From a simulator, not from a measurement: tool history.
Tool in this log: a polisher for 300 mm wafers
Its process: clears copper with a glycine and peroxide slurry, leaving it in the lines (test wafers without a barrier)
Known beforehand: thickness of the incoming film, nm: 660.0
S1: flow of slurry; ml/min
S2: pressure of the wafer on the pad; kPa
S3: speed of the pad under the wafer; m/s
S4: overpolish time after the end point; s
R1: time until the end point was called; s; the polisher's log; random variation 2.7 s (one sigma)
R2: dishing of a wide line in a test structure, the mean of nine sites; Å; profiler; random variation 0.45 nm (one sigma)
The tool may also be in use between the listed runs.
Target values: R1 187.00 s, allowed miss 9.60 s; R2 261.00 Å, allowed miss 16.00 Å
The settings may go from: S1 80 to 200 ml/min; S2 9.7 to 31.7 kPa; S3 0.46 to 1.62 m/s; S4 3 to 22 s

run,hour,S1,S2,S3,S4,R1,R2
1,0.0,130,20.7,1.04,11,137.60,400.80
2,1.6,130,18.6,1.04,10,153.51,351.95
3,8.4,100,18.6,1.04,10,164.46,332.02
4,16.5,100,18.6,1.04,7,166.31,240.20
5,20.9,125,18.6,1.04,7,154.92,253.73
6,26.1,125,18.6,1.04,3,156.20,116.80
7,32.4,115,16.5,1.10,5,164.12,173.64
8,37.9,110,15.2,1.12,6,183.69,190.36
9,45.4,105,15.2,1.14,7,175.14,217.20
10,50.1,100,15.2,1.14,8,179.55,240.88

4 next moves are on the table. One of them brings every result within its allowed miss. Which?
A,54.8,95,14.5,0.96,9,?,?
B,54.8,115,13.1,1.26,7,?,?
C,54.8,120,11.7,1.38,9,?,?
D,54.8,140,13.8,0.92,8,?,?

move,R1,R2
A,217.40,232.00
B,188.33,209.29
C,191.87,256.09
D,210.18,214.92
A: the biggest miss grows against the last run
B: the biggest miss grows against the last run
C: all results land within tolerance of their targets
D: the biggest miss grows against the last run
Correct choice: C, which meets every target
